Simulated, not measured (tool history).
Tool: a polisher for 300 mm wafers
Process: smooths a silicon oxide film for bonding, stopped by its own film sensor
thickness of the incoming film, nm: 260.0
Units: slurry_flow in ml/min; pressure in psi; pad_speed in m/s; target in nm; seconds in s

run	hour	slurry_flow	pressure	pad_speed	slurry_solids	target	seconds
1	0	275	2.7	0.9	1	223	39.024
2	1.5	275	3	0.9	1	223	35.606
3	10.2	275	3.3	0.9	1	223	32.6
4	14.9	275	3.3	0.9	0.8	223	35.519
5	20.2	275	3.3	0.9	0.8	223	35.457
6	25.1	275	3.3	0.74	0.8	223	41.334
7	26.2	275	3	0.74	0.8	223	44.985
8	32.4	275	2.8	0.74	0.8	223	48.458
9	39.1	275	2.8	0.74	0.8	223	48.666
10	41.4	275	2.7	0.74	0.8	223	50.017
11	48.6	275	2.6	0.74	0.8	223	52.028

Forecast run 12:
12	52.9	275	2.5	0.74	0.8	223	?

Run 12 gave seconds 54.203 s.
